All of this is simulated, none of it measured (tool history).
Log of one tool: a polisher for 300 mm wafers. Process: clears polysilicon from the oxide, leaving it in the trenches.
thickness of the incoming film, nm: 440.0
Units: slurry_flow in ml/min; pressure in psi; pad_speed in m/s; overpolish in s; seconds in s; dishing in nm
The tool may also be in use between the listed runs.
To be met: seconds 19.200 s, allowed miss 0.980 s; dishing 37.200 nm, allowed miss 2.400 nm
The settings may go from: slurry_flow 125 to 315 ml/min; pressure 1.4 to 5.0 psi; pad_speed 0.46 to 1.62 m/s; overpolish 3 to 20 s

| run | hour | slurry_flow | pressure | pad_speed | overpolish | seconds | dishing |
|---|---|---|---|---|---|---|---|
| 1 | 0.0 | 205 | 3.2 | 1.04 | 10 | 26.101 | 49.470 |
| 2 | 2.3 | 205 | 3.4 | 1.04 | 8 | 23.687 | 48.859 |
| 3 | 3.9 | 205 | 3.4 | 1.06 | 7 | 23.551 | 46.893 |
| 4 | 7.4 | 155 | 3.4 | 1.06 | 7 | 25.318 | 47.106 |
| 5 | 14.1 | 155 | 4.1 | 1.06 | 7 | 20.770 | 49.033 |
| 6 | 15.7 | 180 | 3.8 | 1.12 | 6 | 20.781 | 45.905 |
| 7 | 18.4 | 185 | 3.5 | 1.22 | 5 | 21.024 | 43.389 |
| 8 | 25.8 | 185 | 3.4 | 1.30 | 5 | 19.624 | 45.366 |

4 next moves are on the table. One of them brings every result within its allowed miss. Which?
| A | 33.2 | 170 | 3.8 | 1.46 | 4 | ? | ? |
| B | 33.2 | 215 | 3.2 | 1.40 | 3 | ? | ? |
| C | 33.2 | 185 | 3.5 | 1.26 | 6 | ? | ? |
| D | 33.2 | 220 | 4.0 | 1.12 | 5 | ? | ? |

| move | seconds | dishing |
|---|---|---|
| A | 15.804 | 44.729 |
| B | 18.773 | 37.092 |
| C | 19.495 | 47.186 |
| D | 18.724 | 45.458 |
A: as far off as the last run
B: meets every target
C: further off than the last run
D: as far off as the last run
The right move is B.
